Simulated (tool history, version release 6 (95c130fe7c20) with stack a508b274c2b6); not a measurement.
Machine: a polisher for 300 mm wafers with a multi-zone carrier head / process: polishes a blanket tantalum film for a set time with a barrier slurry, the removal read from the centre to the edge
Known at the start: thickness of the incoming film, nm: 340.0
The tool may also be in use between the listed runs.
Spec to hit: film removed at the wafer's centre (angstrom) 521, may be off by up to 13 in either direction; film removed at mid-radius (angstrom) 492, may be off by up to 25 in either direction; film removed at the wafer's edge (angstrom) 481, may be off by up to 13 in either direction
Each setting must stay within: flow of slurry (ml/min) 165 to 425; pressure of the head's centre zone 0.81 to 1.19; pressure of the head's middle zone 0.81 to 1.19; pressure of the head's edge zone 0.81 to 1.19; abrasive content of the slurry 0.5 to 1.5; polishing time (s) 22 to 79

run	hour	flow of slurry (ml/min)	pressure of the head's centre zone	pressure of the head's middle zone	pressure of the head's edge zone	abrasive content of the slurry	polishing time (s)	film removed at the wafer's centre (angstrom)	film removed at mid-radius (angstrom)	film removed at the wafer's edge (angstrom)
1	0	275	1	1	1	1	50	551.92	553.58	552.74
2	2	335	1	1	1	1	50	561.08	549.9	559.53
3	8.4	335	1	1	0.92	1	50	554.82	566.16	539.89
4	14.7	335	1.01	0.97	0.89	0.95	50	556.84	539.73	530.21
5	19.7	335	1.01	0.97	0.89	0.95	55	621.61	612.57	593.22
6	25.2	335	1.01	1	0.89	0.95	55	612.77	602.6	582.22
7	31.1	265	1.03	0.95	0.84	0.7	53	539.3	496.56	493.02
8	37.5	255	1.02	0.95	0.83	0.7	53	535.12	505.8	496.62

Which of these 5 next moves meets every target?
A	43.9	265	0.99	0.86	0.9	0.6	56	?	?	?
B	43.9	260	1.09	0.91	0.82	0.75	51	?	?	?
C	43.9	265	1.04	0.98	0.87	0.5	56	?	?	?
D	43.9	235	0.96	0.95	0.86	0.75	53	?	?	?
E	43.9	330	1	0.89	0.87	0.8	51	?	?	?

move	film removed at the wafer's centre (angstrom)	film removed at mid-radius (angstrom)	film removed at the wafer's edge (angstrom)
A	528.11	478.23	515.96
B	566.19	487.35	487.4
C	523.07	501.97	479.84
D	510.27	518.36	508.72
E	544.09	500.4	516
A: the biggest miss grows against the last run
B: gets the furthest-off result to its target, but another result is out of tolerance
C: meets every target
D: the biggest miss grows against the last run
E: the biggest miss grows against the last run
Move C is the one to make.

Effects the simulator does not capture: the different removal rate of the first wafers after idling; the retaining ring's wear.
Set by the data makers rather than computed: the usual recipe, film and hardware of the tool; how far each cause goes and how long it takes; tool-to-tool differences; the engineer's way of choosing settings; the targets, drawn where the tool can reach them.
